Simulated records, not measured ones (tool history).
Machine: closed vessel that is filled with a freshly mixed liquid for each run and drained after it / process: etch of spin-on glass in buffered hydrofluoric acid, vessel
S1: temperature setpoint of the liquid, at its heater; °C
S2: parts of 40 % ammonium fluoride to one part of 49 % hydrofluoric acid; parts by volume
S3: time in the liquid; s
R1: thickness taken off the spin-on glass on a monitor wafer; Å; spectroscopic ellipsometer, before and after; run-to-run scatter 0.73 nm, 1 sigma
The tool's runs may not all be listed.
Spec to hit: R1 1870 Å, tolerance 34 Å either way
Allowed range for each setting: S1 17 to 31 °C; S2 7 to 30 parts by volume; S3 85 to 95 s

run 1 hour=0 | S1=23 S2=19 S3=85 | R1=1743.3
run 2 hour=1.3 | S1=23.5 S2=19 S3=85 | R1=1776.6
run 3 hour=2.5 | S1=23.5 S2=19 S3=95 | R1=1987.6
run 4 hour=7.2 | S1=24.5 S2=19 S3=95 | R1=2106.1
run 5 hour=13.1 | S1=27.5 S2=19 S3=95 | R1=2470.5
run 6 hour=18.9 | S1=26 S2=19 S3=95 | R1=2279.5
run 7 hour=23.7 | S1=25 S2=19 S3=95 | R1=2176.7
run 8 hour=26 | S1=24 S2=19 S3=95 | R1=2041
run 9 hour=33.2 | S1=23.5 S2=19 S3=95 | R1=1981.2
run 10 hour=34.4 | S1=23 S2=19 S3=95 | R1=1937.9

Pick the move, out of 4, that brings all results within their allowed miss; only one does.
run A hour=35.6 | S1=24 S2=20.5 S3=90 | R1=?
run B hour=35.6 | S1=24.5 S2=21 S3=90 | R1=?
run C hour=35.6 | S1=23.5 S2=19 S3=90 | R1=?
run D hour=35.6 | S1=23.5 S2=19 S3=95 | R1=?

move=A R1=1793.4
move=B R1=1799.7
move=C R1=1880.6
move=D R1=1985.1
A: the result that was furthest off in the last run now lies on the other side of its target
B: the result that was furthest off in the last run now lies on the other side of its target
C: all results in spec
D: lands further from the targets than the last run did
Go with C: it meets all targets.
